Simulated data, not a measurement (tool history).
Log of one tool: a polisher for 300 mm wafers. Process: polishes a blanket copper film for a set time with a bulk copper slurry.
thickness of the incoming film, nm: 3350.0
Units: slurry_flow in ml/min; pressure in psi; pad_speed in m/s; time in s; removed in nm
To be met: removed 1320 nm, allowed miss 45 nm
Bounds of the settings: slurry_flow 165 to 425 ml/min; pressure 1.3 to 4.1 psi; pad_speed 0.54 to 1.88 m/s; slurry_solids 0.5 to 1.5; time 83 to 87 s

{"run": 1, "hour": 0.0, "slurry_flow": 275, "pressure": 2.7, "pad_speed": 1.2, "slurry_solids": 1, "time": 83, "removed": 893.14}
{"run": 2, "hour": 8.6, "slurry_flow": 275, "pressure": 2.7, "pad_speed": 1.2, "slurry_solids": 1, "time": 87, "removed": 943.31}
{"run": 3, "hour": 13.4, "slurry_flow": 275, "pressure": 2.8, "pad_speed": 1.2, "slurry_solids": 1, "time": 87, "removed": 943.19}
{"run": 4, "hour": 14.4, "slurry_flow": 275, "pressure": 2.8, "pad_speed": 1.2, "slurry_solids": 1.15, "time": 87, "removed": 989.1}
{"run": 5, "hour": 23.0, "slurry_flow": 240, "pressure": 2.8, "pad_speed": 1.2, "slurry_solids": 1.15, "time": 87, "removed": 963.11}
{"hour": 30.6, "done": "slurry nozzle cleaned"}
{"run": 6, "hour": 30.6, "slurry_flow": 245, "pressure": 2.9, "pad_speed": 1.2, "slurry_solids": 1.15, "time": 87, "removed": 1038.1}
{"run": 7, "hour": 39.5, "slurry_flow": 245, "pressure": 2.9, "pad_speed": 1.2, "slurry_solids": 1.15, "time": 87, "removed": 1009.4}
{"run": 8, "hour": 45.7, "slurry_flow": 245, "pressure": 3, "pad_speed": 1.2, "slurry_solids": 1.15, "time": 87, "removed": 1038.3}
{"run": 9, "hour": 48.6, "slurry_flow": 245, "pressure": 3.1, "pad_speed": 1.2, "slurry_solids": 1.15, "time": 87, "removed": 1074.9}
{"run": 10, "hour": 51.9, "slurry_flow": 245, "pressure": 3.2, "pad_speed": 1.2, "slurry_solids": 1.15, "time": 87, "removed": 1105.1}
{"run": 11, "hour": 59.1, "slurry_flow": 245, "pressure": 3.3, "pad_speed": 1.2, "slurry_solids": 1.15, "time": 87, "removed": 1128.4}
{"run": 12, "hour": 64.6, "slurry_flow": 245, "pressure": 3.4, "pad_speed": 1.2, "slurry_solids": 1.15, "time": 87, "removed": 1181.2}
{"run": 13, "hour": 69.9, "slurry_flow": 250, "pressure": 3.6, "pad_speed": 1.2, "slurry_solids": 1.15, "time": 87, "removed": 1187.3}
{"run": 14, "hour": 77.3, "slurry_flow": 250, "pressure": 3.6, "pad_speed": 1.2, "slurry_solids": 1.15, "time": 87, "removed": 1188.1}

4 next moves are on the table. One of them brings every result within its allowed miss. Which?
{"run": "A", "hour": 84.7, "slurry_flow": 225, "pressure": 3.5, "pad_speed": 1.24, "slurry_solids": 1.15, "time": 87, "removed": "?"}
{"run": "B", "hour": 84.7, "slurry_flow": 215, "pressure": 3.4, "pad_speed": 1.4, "slurry_solids": 1.2, "time": 87, "removed": "?"}
{"run": "C", "hour": 84.7, "slurry_flow": 250, "pressure": 3.5, "pad_speed": 1.24, "slurry_solids": 1.1, "time": 87, "removed": "?"}
{"run": "D", "hour": 84.7, "slurry_flow": 240, "pressure": 3.5, "pad_speed": 1.44, "slurry_solids": 1.35, "time": 87, "removed": "?"}

move=A removed=1201.7
move=B removed=1309.4
move=C removed=1207.6
move=D removed=1417.3
A: nearer than the last run, and not there yet
B: meets every target
C: nearer than the last run, and not there yet
D: takes the result that was furthest off past its target
Answer: B
